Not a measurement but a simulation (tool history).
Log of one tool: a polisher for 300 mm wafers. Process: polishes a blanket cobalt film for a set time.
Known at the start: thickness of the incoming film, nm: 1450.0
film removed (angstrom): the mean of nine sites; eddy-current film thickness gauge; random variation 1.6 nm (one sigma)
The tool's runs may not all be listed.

run	hour	flow of slurry (ml/min)	pressure of the wafer on the pad (psi)	speed of the pad under the wafer (cm/s)	polishing time (s)	film removed (angstrom)
1	0.0	160	2.4	104	23	1526.8
2	8.8	160	2.4	104	23	1563.4
3	14.0	160	2.4	104	23	1504.3
4	16.9	160	2.3	104	23	1464.0
5	21.1	125	2.3	104	23	1431.5
6	23.7	125	2.3	118	23	1579.0

The next listed run, before its measurement:
7	31.9	125	2.2	118	23	?

{"run 7": {"film removed (angstrom)": 1529.5}}

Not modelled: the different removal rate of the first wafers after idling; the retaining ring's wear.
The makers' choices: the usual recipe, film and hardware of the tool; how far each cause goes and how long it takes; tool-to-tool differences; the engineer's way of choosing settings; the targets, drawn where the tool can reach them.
